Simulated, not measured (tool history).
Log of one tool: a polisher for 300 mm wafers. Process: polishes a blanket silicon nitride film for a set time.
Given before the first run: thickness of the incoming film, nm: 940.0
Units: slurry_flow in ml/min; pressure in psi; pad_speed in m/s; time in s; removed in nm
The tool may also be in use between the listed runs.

run 1 hour=0.0 | slurry_flow=190 pressure=3.9 pad_speed=1.34 time=20 | removed=38.309
run 2 hour=4.7 | slurry_flow=190 pressure=4.2 pad_speed=1.36 time=20 | removed=40.193
run 3 hour=10.0 | slurry_flow=190 pressure=4.6 pad_speed=1.38 time=20 | removed=45.896
run 4 hour=10.5 | slurry_flow=190 pressure=4.3 pad_speed=1.38 time=20 | removed=43.884
run 5 hour=12.3 | slurry_flow=190 pressure=4.3 pad_speed=1.38 time=18 | removed=38.755
run 6 hour=13.7 | slurry_flow=190 pressure=4.7 pad_speed=1.40 time=18 | removed=42.585

Expected results for the next run?
run 7 hour=15.5 | slurry_flow=190 pressure=5.0 pad_speed=1.42 time=18 | removed=?

{"run 7": {"removed": 46.217}}
